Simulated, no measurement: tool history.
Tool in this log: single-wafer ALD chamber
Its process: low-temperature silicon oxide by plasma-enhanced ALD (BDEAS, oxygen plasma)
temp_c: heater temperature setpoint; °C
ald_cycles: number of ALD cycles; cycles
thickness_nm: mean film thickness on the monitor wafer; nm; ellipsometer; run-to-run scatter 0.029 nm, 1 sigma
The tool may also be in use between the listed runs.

run    day  temp_c  ald_cycles  thickness_nm
  1      0     105          56        9.3977
  2  0.029     101          56        9.5172
  3  0.246     103          54        9.2673
  4  0.338     103          46        7.8465
  5  0.471     104          46        7.8476
  6  0.754     105          46        7.8601
  7  0.958     106          46        7.7815

The next listed run, before its measurement:
  8  1.212     115          44             ?

Run 8 gave thickness_nm 7.27 nm.
